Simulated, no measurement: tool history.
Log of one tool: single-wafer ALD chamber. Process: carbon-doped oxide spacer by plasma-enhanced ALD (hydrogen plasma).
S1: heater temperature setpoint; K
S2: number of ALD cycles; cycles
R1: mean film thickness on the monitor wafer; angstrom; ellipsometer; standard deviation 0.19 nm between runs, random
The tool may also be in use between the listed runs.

Run 1, day 0.000: S1 683.15 K, S2 600 cycles. Result: R1 292.88 angstrom.
Run 2, day 0.275: S1 683.15 K, S2 564 cycles. Result: R1 274.99 angstrom.
Run 3, day 0.325: S1 676.15 K, S2 564 cycles. Result: R1 281.57 angstrom.
Run 4, day 0.546: S1 667.15 K, S2 564 cycles. Result: R1 282.27 angstrom.
Run 5, day 0.754: S1 666.15 K, S2 611 cycles. Result: R1 306.99 angstrom.
Run 6, day 0.788: S1 666.15 K, S2 658 cycles. Result: R1 332.32 angstrom.
Run 7, day 1.150: S1 666.15 K, S2 672 cycles. Result: R1 336.48 angstrom.

Estimate the outcome of run 8 from the log above:
Run 8, day 1.171: S1 666.15 K, S2 684 cycles. Result: R1 ?.

{"run 8": {"R1": 345.39}}

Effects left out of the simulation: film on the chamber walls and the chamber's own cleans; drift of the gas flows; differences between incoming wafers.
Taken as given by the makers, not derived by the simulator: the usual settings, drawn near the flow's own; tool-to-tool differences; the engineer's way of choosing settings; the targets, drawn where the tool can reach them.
